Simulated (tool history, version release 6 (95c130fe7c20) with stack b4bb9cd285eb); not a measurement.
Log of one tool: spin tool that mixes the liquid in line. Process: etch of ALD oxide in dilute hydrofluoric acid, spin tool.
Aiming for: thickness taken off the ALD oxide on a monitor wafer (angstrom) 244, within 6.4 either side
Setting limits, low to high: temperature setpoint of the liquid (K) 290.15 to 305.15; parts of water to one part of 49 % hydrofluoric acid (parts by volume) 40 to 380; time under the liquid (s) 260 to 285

run  hour  temperature setpoint of the liquid (K)  parts of water to one part of 49 % hydrofluoric acid (parts by volume)  time under the liquid (s)  thickness taken off the ALD oxide on a monitor wafer (angstrom)
  1     0                                  297.15                                                                     210                        260                                                           323.07
  2   1.6                                  299.15                                                                     210                        260                                                           345.38
  3   5.3                                  301.65                                                                     210                        260                                                            376.2
  4   6.2                                  301.65                                                                     210                        285                                                           410.36
  5  14.2                                  301.65                                                                     155                        285                                                           599.23
  6  21.2                                  299.65                                                                     170                        285                                                           499.93
  7  23.5                                  295.65                                                                     235                        285                                                           294.09
  8  27.4                                  294.65                                                                     235                        285                                                           278.25
  9  35.6                                  294.65                                                                     235                        285                                                           277.41
 10  42.3                                  294.15                                                                     235                        285                                                           273.37
 11  46.4                                  293.65                                                                     235                        285                                                           269.14
 12  55.1                                  293.15                                                                     235                        285                                                            266.4
 13  56.7                                  292.65                                                                     235                        285                                                           256.61
 14  63.2                                  292.15                                                                     235                        285                                                           254.57
 15  68.6                                  292.15                                                                     235                        285                                                           253.62

Next run, 4 choices. One meets every target within its allowed miss, the rest don't. Which?
  A    74                                  290.15                                                                     220                        260                                                                ?
  B    74                                  292.65                                                                     230                        260                                                                ?
  C    74                                  290.15                                                                     245                        285                                                                ?
  D    74                                  290.15                                                                     235                        280                                                                ?

move  thickness taken off the ALD oxide on a monitor wafer (angstrom)
   A                                                           234.78
   B                                                           245.51
   C                                                           226.29
   D                                                           233.73
A: carries the result that was furthest off beyond its target, to the other side
B: each result inside its tolerance
C: carries the result that was furthest off beyond its target, to the other side
D: carries the result that was furthest off beyond its target, to the other side
The move that meets every target is B.
